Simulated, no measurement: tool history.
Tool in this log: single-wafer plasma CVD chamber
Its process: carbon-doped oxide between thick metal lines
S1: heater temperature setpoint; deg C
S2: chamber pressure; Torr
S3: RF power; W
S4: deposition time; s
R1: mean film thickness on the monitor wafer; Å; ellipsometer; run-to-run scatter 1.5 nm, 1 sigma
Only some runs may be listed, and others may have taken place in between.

run,hour,S1,S2,S3,S4,R1
1,0.0,360,4.15,425,99,4626.2
2,2.8,360,4.05,400,98,4292.0
3,3.9,360,3.88,390,98,4162.8
4,6.2,360,3.69,380,98,4029.1
5,10.7,360,3.51,375,98,3957.8
6,15.2,360,3.05,375,98,3907.5
7,23.8,360,2.98,370,98,3816.4
8,26.7,360,2.98,370,98,3821.3
9,35.3,360,2.98,370,98,3837.6
10,36.5,360,2.90,365,98,3790.7

Run 11 has not been measured yet. What should we expect?
11,40.7,360,2.83,360,98,?

{"run 11": {"R1": 3712.3}}
